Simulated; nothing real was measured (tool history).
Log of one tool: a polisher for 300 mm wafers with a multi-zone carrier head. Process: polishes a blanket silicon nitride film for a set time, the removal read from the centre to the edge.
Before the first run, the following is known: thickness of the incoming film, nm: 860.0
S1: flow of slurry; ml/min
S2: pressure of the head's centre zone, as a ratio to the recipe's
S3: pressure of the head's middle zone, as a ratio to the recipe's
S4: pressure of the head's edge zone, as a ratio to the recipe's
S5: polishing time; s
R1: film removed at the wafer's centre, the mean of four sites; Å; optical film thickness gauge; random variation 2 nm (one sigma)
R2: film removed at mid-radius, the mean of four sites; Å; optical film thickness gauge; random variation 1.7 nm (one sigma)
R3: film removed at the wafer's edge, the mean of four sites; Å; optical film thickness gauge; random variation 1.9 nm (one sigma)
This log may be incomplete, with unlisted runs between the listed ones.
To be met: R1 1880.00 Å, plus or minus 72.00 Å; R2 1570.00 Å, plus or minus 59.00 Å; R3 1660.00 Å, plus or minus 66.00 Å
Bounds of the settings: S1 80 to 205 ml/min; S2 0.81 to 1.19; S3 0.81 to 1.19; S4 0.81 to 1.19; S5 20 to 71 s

run 1 hour=0.0 | S1=135 S2=1.00 S3=1.00 S4=1.00 S5=45 | R1=1071.10 R2=1081.20 R3=1140.00
run 2 hour=8.5 | S1=135 S2=1.00 S3=1.06 S4=1.00 S5=45 | R1=1063.90 R2=1096.50 R3=1143.70
run 3 hour=12.0 | S1=145 S2=1.04 S3=1.06 S4=1.02 S5=48 | R1=1208.80 R2=1197.60 R3=1244.60
run 4 hour=20.4 | S1=155 S2=1.08 S3=1.06 S4=1.04 S5=50 | R1=1327.50 R2=1240.40 R3=1301.40
run 5 hour=24.0 | S1=155 S2=1.08 S3=1.06 S4=1.04 S5=43 | R1=1116.90 R2=1100.60 R3=1137.10
run 6 hour=26.4 | S1=155 S2=1.08 S3=1.06 S4=1.04 S5=38 | R1=995.61 R2=960.51 R3=986.08
run 7 hour=33.8 | S1=155 S2=1.08 S3=1.06 S4=1.04 S5=38 | R1=1001.20 R2=946.79 R3=992.92
run 8 hour=34.4 | S1=165 S2=1.11 S3=1.05 S4=1.05 S5=43 | R1=1137.80 R2=1074.70 R3=1135.20
run 9 hour=38.0 | S1=150 S2=1.13 S3=1.05 S4=1.04 S5=48 | R1=1305.20 R2=1209.70 R3=1229.90
run 10 hour=40.4 | S1=160 S2=1.14 S3=1.03 S4=1.04 S5=51 | R1=1386.60 R2=1264.00 R3=1359.10
run 11 hour=44.0 | S1=150 S2=1.15 S3=1.04 S4=1.06 S5=54 | R1=1484.10 R2=1327.70 R3=1425.80
run 12 hour=44.7 | S1=155 S2=1.16 S3=1.02 S4=1.03 S5=56 | R1=1580.60 R2=1375.80 R3=1443.90
run 13 hour=51.7 | S1=160 S2=1.17 S3=1.02 S4=1.03 S5=57 | R1=1621.80 R2=1379.60 R3=1480.00
run 14 hour=52.5 | S1=165 S2=1.17 S3=1.03 S4=1.03 S5=58 | R1=1643.20 R2=1468.70 R3=1528.70
run 15 hour=54.6 | S1=155 S2=1.17 S3=1.03 S4=1.03 S5=59 | R1=1692.40 R2=1438.30 R3=1544.10
run 16 hour=58.7 | S1=155 S2=1.17 S3=1.04 S4=1.03 S5=60 | R1=1688.80 R2=1485.20 R3=1566.40
run 17 hour=60.8 | S1=160 S2=1.17 S3=1.03 S4=1.02 S5=61 | R1=1757.70 R2=1526.00 R3=1572.30
run 18 hour=63.7 | S1=160 S2=1.17 S3=1.02 S4=1.02 S5=62 | R1=1765.10 R2=1526.60 R3=1626.90

Of the 5 settings listed for the next run, only one would bring every result within its allowed miss of target. Which one?
run A hour=66.6 | S1=140 S2=1.10 S3=0.99 S4=1.10 S5=62 | R1=? R2=? R3=?
run B hour=66.6 | S1=160 S2=1.04 S3=1.00 S4=1.04 S5=64 | R1=? R2=? R3=?
run C hour=66.6 | S1=175 S2=1.03 S3=1.07 S4=1.04 S5=63 | R1=? R2=? R3=?
run D hour=66.6 | S1=190 S2=1.19 S3=1.01 S4=1.03 S5=63 | R1=? R2=? R3=?
run E hour=66.6 | S1=170 S2=1.09 S3=1.04 S4=1.04 S5=63 | R1=? R2=? R3=?

move=A R1=1635.20 R2=1453.50 R3=1665.60
move=B R1=1626.10 R2=1539.10 R3=1691.90
move=C R1=1605.70 R2=1619.40 R3=1677.20
move=D R1=1876.90 R2=1558.20 R3=1682.50
move=E R1=1692.90 R2=1575.80 R3=1673.60
A: misses by more than the last run did
B: misses by more than the last run did
C: misses by more than the last run did
D: all results in spec
E: misses by more than the last run did
Move D is the one to make.
